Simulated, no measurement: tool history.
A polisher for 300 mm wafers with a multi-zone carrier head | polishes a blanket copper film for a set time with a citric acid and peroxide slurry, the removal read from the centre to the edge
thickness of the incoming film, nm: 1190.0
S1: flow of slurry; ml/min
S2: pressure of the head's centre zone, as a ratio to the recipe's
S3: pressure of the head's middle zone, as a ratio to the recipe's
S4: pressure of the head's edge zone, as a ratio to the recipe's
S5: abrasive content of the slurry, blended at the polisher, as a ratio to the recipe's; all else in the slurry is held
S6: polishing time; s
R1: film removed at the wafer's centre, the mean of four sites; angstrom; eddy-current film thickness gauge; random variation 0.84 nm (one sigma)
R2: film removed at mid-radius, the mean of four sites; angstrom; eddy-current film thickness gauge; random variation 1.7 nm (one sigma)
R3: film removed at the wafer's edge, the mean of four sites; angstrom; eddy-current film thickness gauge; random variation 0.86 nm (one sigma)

| run | hour | S1 | S2 | S3 | S4 | S5 | S6 | R1 | R2 | R3 |
|---|---|---|---|---|---|---|---|---|---|---|
| 1 | 0.0 | 230 | 1.00 | 1.00 | 1.00 | 1.00 | 78 | 974.08 | 963.36 | 994.54 |
| 2 | 2.7 | 200 | 1.00 | 1.00 | 1.00 | 1.00 | 78 | 935.97 | 951.43 | 979.35 |
| 3 | 6.8 | 205 | 0.99 | 1.02 | 1.02 | 1.05 | 79 | 950.53 | 986.05 | 1013.70 |
| 4 | 12.4 | 205 | 0.99 | 1.02 | 1.02 | 1.05 | 92 | 1100.20 | 1139.80 | 1167.50 |
| 5 | 13.5 | 205 | 0.93 | 1.02 | 1.02 | 1.05 | 92 | 1044.80 | 1141.60 | 1166.00 |
| 6 | 16.0 | 205 | 0.93 | 0.96 | 1.02 | 1.05 | 92 | 1035.10 | 1092.30 | 1178.90 |
| 7 | 21.6 | 215 | 0.92 | 0.98 | 1.04 | 1.10 | 92 | 1048.20 | 1105.90 | 1207.70 |
| 8 | 28.9 | 220 | 0.91 | 1.01 | 1.05 | 1.15 | 92 | 1042.30 | 1189.20 | 1227.60 |
| 9 | 37.2 | 220 | 0.91 | 1.01 | 1.05 | 1.15 | 92 | 1049.00 | 1193.60 | 1213.90 |

Forecast run 10:
| 10 | 39.3 | 230 | 0.91 | 1.01 | 1.07 | 1.15 | 92 | ? | ? | ? |

R1: 1056.80 angstrom
R2: 1191.20 angstrom
R3: 1243.80 angstrom
